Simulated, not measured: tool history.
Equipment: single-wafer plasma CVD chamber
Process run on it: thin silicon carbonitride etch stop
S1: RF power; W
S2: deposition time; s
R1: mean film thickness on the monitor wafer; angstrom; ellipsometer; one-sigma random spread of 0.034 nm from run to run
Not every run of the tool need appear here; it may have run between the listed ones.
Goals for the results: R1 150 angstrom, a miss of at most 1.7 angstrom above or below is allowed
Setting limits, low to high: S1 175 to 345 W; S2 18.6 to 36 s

Run 1, hour 0: S1 260 W, S2 27.3 s. Result: R1 179.45 angstrom.
Run 2, hour 1.8: S1 230 W, S2 27.3 s. Result: R1 172.36 angstrom.
Run 3, hour 5: S1 215 W, S2 27.3 s. Result: R1 168.47 angstrom.
Run 4, hour 6.8: S1 205 W, S2 26.8 s. Result: R1 163.51 angstrom.
Run 5, hour 11.3: S1 205 W, S2 30.7 s. Result: R1 187.12 angstrom.
Run 6, hour 14.9: S1 205 W, S2 27.8 s. Result: R1 170.08 angstrom.
Run 7, hour 22.9: S1 200 W, S2 27.1 s. Result: R1 163.41 angstrom.
Run 8, hour 29.3: S1 195 W, S2 26.7 s. Result: R1 159.77 angstrom.
Run 9, hour 36.6: S1 190 W, S2 26.4 s. Result: R1 157.2 angstrom.
Run 10, hour 38.8: S1 185 W, S2 26.2 s. Result: R1 153.56 angstrom.
Run 11, hour 43.5: S1 180 W, S2 26.1 s. Result: R1 152.46 angstrom.
Run 12, hour 48.2: S1 180 W, S2 26 s. Result: R1 152.29 angstrom.
Run 13, hour 49.9: S1 180 W, S2 26 s. Result: R1 152.01 angstrom.

Next run, 5 choices. One meets every target within its allowed miss, the rest don't. Which?
Run A, hour 51.6: S1 175 W, S2 25.9 s. Result: R1 ?.
Run B, hour 51.6: S1 175 W, S2 26.5 s. Result: R1 ?.
Run C, hour 51.6: S1 190 W, S2 25.7 s. Result: R1 ?.
Run D, hour 51.6: S1 180 W, S2 26.4 s. Result: R1 ?.
Run E, hour 51.6: S1 175 W, S2 26.7 s. Result: R1 ?.

move      R1
   A  150.17
   B  153.65
   C  153.02
   D  154.47
   E  154.81
A: meets every target
B: further off than the last run
C: further off than the last run
D: further off than the last run
E: further off than the last run
Move A is the one to make.
